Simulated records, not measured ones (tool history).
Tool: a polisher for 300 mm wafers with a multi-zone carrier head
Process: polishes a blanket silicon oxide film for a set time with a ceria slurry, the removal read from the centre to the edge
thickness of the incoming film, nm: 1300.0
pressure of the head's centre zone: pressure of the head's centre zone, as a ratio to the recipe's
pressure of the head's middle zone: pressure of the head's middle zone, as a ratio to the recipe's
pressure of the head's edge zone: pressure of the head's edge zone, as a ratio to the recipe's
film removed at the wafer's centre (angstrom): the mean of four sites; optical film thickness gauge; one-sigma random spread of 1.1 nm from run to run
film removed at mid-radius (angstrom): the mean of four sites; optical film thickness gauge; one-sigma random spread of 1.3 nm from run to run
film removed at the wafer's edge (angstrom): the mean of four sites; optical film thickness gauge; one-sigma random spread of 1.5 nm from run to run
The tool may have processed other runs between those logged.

run  hour  flow of slurry (ml/min)  pressure of the head's centre zone  pressure of the head's middle zone  pressure of the head's edge zone  polishing time (s)  film removed at the wafer's centre (angstrom)  film removed at mid-radius (angstrom)  film removed at the wafer's edge (angstrom)
  1   0.0                      150                                1.00                                1.00                              1.00                  58                                         1825.9                                 1877.9                                       1910.0
  2   1.8                      135                                1.00                                1.00                              1.00                  58                                         1767.0                                 1861.7                                       1930.7
  3   3.3                      155                                1.02                                0.95                              0.99                  49                                         1566.3                                 1566.3                                       1640.2
  4   4.5                      175                                1.02                                0.95                              0.99                  49                                         1599.2                                 1591.8                                       1664.0
  5  11.2                      145                                1.02                                0.95                              0.99                  49                                         1548.5                                 1582.0                                       1628.3
  6  17.5                      145                                1.02                                1.03                              0.99                  49                                         1559.3                                 1600.9                                       1643.6

What does the tool deliver on the next run?
  7  22.5                      155                                1.07                                0.97                              0.98                  42                                              ?                                      ?                                            ?

Run 7 gave film removed at the wafer's centre (angstrom) 1419.4, film removed at mid-radius (angstrom) 1343.7, film removed at the wafer's edge (angstrom) 1410.0.
